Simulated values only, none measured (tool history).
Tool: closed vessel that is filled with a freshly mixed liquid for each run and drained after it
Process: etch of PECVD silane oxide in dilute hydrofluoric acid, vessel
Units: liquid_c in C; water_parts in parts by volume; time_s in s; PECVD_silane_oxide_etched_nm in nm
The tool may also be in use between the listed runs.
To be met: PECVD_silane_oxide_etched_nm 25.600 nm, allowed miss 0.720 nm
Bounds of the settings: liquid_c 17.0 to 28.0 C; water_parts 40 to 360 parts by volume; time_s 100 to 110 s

run,day,liquid_c,water_parts,time_s,PECVD_silane_oxide_etched_nm
1,0.000,20.0,200,100,10.378
2,0.258,21.5,180,100,12.152
3,0.421,24.0,180,100,13.523
4,0.808,24.0,135,100,19.096
5,1.083,24.0,190,100,12.662
6,1.442,24.5,175,100,14.386
7,1.475,25.0,165,100,15.698
8,1.708,25.5,155,100,17.076
9,1.933,26.0,145,100,18.766
10,2.038,26.5,140,100,20.109
11,2.400,27.0,135,100,21.223
12,2.704,28.0,105,100,29.631
13,3.038,28.0,105,100,29.498
14,3.288,27.5,105,100,29.496
15,3.621,27.0,105,100,28.577
16,3.954,26.5,105,100,27.608

Which of these 5 next moves meets every target?
A,4.288,24.5,125,110,?
B,4.288,22.0,110,110,?
C,4.288,25.0,115,100,?
D,4.288,23.0,110,105,?
E,4.288,26.0,115,105,?

move,PECVD_silane_oxide_etched_nm
A,23.393
B,24.518
C,23.856
D,24.356
E,26.035
A: takes the result that was furthest off past its target
B: takes the result that was furthest off past its target
C: takes the result that was furthest off past its target
D: takes the result that was furthest off past its target
E: meets every target
Move E is the one to make.

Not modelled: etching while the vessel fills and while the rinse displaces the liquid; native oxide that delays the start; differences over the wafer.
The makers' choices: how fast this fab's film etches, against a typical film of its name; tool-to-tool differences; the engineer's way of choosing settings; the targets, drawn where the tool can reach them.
